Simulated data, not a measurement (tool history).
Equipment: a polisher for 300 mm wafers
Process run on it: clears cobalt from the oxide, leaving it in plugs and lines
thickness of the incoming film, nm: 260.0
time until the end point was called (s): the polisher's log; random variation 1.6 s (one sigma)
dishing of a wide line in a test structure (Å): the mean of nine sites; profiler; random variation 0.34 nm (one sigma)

run  hour  flow of slurry (ml/min)  pressure of the wafer on the pad (kPa)  speed of the pad under the wafer (cm/s)  overpolish time after the end point (s)  time until the end point was called (s)  dishing of a wide line in a test structure (Å)
  1   0.0                      260                                     9.0                                      110                                       25                                   67.054                                          399.10
  2   3.2                      260                                     9.0                                       84                                       25                                   84.797                                          367.43
  3  10.0                      205                                     9.0                                       84                                       25                                   88.413                                          368.18
  4  15.1                      205                                     6.9                                       84                                       25                                  117.140                                          340.16
  5  19.3                      255                                     7.6                                       76                                       21                                  114.130                                          314.46
  6  20.8                      205                                     7.6                                       76                                       21                                  111.600                                          304.34
  7  26.6                      195                                     8.3                                       70                                       18                                  117.710                                          276.28

Run 8 comes next. What will it give?
  8  35.2                      190                                     9.7                                       66                                       16                                        ?                                               ?

time until the end point was called (s): 108.660
dishing of a wide line in a test structure (Å): 279.09
